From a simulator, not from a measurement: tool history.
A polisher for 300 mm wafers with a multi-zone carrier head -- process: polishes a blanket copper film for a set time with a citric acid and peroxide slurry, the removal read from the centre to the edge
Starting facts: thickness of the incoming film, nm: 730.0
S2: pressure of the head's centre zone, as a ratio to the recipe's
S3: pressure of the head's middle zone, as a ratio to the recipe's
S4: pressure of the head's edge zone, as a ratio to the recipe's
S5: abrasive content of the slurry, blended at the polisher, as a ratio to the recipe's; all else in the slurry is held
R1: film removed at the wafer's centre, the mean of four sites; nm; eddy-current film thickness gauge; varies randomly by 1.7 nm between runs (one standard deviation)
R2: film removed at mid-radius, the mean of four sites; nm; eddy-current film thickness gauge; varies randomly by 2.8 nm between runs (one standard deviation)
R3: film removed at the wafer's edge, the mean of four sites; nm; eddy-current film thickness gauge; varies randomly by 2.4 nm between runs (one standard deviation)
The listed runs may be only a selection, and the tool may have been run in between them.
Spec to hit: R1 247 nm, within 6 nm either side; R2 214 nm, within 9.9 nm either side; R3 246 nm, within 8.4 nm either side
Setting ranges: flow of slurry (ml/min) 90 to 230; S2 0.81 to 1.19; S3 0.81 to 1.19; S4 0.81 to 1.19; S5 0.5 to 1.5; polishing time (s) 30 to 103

Run 1, day 0: flow of slurry (ml/min) 150, S2 1, S3 1, S4 1, S5 1, polishing time (s) 66. Result: R1 132.58 nm, R2 144.07 nm, R3 140.6 nm.
Run 2, day 0.15: flow of slurry (ml/min) 125, S2 1, S3 1, S4 1, S5 1, polishing time (s) 66. Result: R1 120.27 nm, R2 131.3 nm, R3 136.21 nm.
Run 3, day 0.375: flow of slurry (ml/min) 135, S2 1.02, S3 0.98, S4 1.03, S5 1.1, polishing time (s) 70. Result: R1 140.21 nm, R2 148.04 nm, R3 149.51 nm.
Run 4, day 0.567: flow of slurry (ml/min) 135, S2 1.02, S3 1.05, S4 1.03, S5 1.1, polishing time (s) 70. Result: R1 138.61 nm, R2 150.03 nm, R3 150.61 nm.
Run 5, day 0.804: flow of slurry (ml/min) 135, S2 1.04, S3 1.01, S4 1.06, S5 1.15, polishing time (s) 75. Result: R1 152.68 nm, R2 158.67 nm, R3 163.46 nm.
Run 6, day 0.862: flow of slurry (ml/min) 140, S2 1.05, S3 0.98, S4 1.08, S5 1.2, polishing time (s) 79. Result: R1 165.96 nm, R2 167.77 nm, R3 180.71 nm.
Run 7, day 1.167: flow of slurry (ml/min) 180, S2 1.15, S3 0.95, S4 1.18, S5 1.45, polishing time (s) 87. Result: R1 228.07 nm, R2 202.18 nm, R3 222.19 nm.
Run 8, day 1.258: flow of slurry (ml/min) 180, S2 1.15, S3 0.94, S4 1.18, S5 1.45, polishing time (s) 88. Result: R1 231.3 nm, R2 203.92 nm, R3 227.68 nm.
Run 9, day 1.629: flow of slurry (ml/min) 185, S2 1.15, S3 0.93, S4 1.18, S5 1.45, polishing time (s) 89. Result: R1 235.5 nm, R2 205.29 nm, R3 229.91 nm.
Run 10, day 1.912: flow of slurry (ml/min) 185, S2 1.15, S3 0.92, S4 1.18, S5 1.45, polishing time (s) 90. Result: R1 236.76 nm, R2 209.74 nm, R3 235.64 nm.

Pick the move, out of 5, that brings all results within their allowed miss; only one does.
Run A, day 2.196: flow of slurry (ml/min) 175, S2 1.05, S3 0.88, S4 1.13, S5 1.4, polishing time (s) 98. Result: R1 ?, R2 ?, R3 ?.
Run B, day 2.196: flow of slurry (ml/min) 180, S2 1.13, S3 1, S4 1.19, S5 1.5, polishing time (s) 88. Result: R1 ?, R2 ?, R3 ?.
Run C, day 2.196: flow of slurry (ml/min) 195, S2 0.95, S3 0.87, S4 1.19, S5 1.45, polishing time (s) 103. Result: R1 ?, R2 ?, R3 ?.
Run D, day 2.196: flow of slurry (ml/min) 205, S2 1.19, S3 1.12, S4 1.06, S5 1.45, polishing time (s) 91. Result: R1 ?, R2 ?, R3 ?.
Run E, day 2.196: flow of slurry (ml/min) 180, S2 1.11, S3 0.87, S4 1.13, S5 1.4, polishing time (s) 97. Result: R1 ?, R2 ?, R3 ?.

move      R1      R2      R3
   A  231.72  216.33   246.2
   B  229.61  216.28  230.33
   C  229.32  234.16  271.94
   D  258.15  248.26  230.23
   E  244.75  214.15  245.03
A: further off than the last run
B: further off than the last run
C: further off than the last run
D: takes the result that was furthest off past its target
E: each result inside its tolerance
So the answer is move E, the one that meets all the targets.

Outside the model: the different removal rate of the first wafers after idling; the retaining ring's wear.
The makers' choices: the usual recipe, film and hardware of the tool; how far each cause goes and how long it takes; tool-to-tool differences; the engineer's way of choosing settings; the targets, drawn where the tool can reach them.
